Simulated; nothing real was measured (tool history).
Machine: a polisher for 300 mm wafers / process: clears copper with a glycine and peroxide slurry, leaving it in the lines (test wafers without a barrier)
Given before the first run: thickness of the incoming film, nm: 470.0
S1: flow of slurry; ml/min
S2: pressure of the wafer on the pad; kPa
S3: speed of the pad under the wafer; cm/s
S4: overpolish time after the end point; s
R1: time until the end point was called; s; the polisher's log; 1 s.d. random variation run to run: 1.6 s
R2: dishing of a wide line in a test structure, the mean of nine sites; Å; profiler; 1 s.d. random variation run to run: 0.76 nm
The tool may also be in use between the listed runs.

| run | hour | S1 | S2 | S3 | S4 | R1 | R2 |
|---|---|---|---|---|---|---|---|
| 1 | 0.0 | 145 | 15.9 | 110 | 23 | 105.73 | 636.71 |
| 2 | 4.0 | 145 | 14.5 | 110 | 21 | 110.95 | 555.94 |
| 3 | 5.7 | 145 | 13.1 | 110 | 20 | 121.82 | 511.85 |
| 4 | 11.2 | 145 | 10.3 | 110 | 20 | 146.75 | 437.77 |
| 5 | 14.8 | 145 | 10.3 | 110 | 11 | 144.07 | 269.65 |
| 6 | 16.8 | 145 | 10.3 | 110 | 7 | 144.80 | 182.62 |
| 7 | 21.5 | 145 | 10.3 | 110 | 9 | 148.49 | 230.27 |
| 8 | 25.8 | 145 | 10.3 | 110 | 10 | 147.17 | 249.43 |
| 9 | 32.7 | 145 | 10.3 | 110 | 11 | 146.32 | 264.68 |
| 10 | 37.8 | 145 | 10.3 | 110 | 12 | 144.71 | 279.07 |
| 11 | 39.6 | 145 | 10.3 | 110 | 13 | 148.82 | 306.82 |
| 12 | 43.6 | 150 | 10.3 | 110 | 17 | 146.26 | 396.85 |

What will run 13 give?
| 13 | 46.0 | 145 | 10.3 | 110 | 17 | ? | ? |

Run 13 yielded R1 145.34 s, R2 384.18 Å.
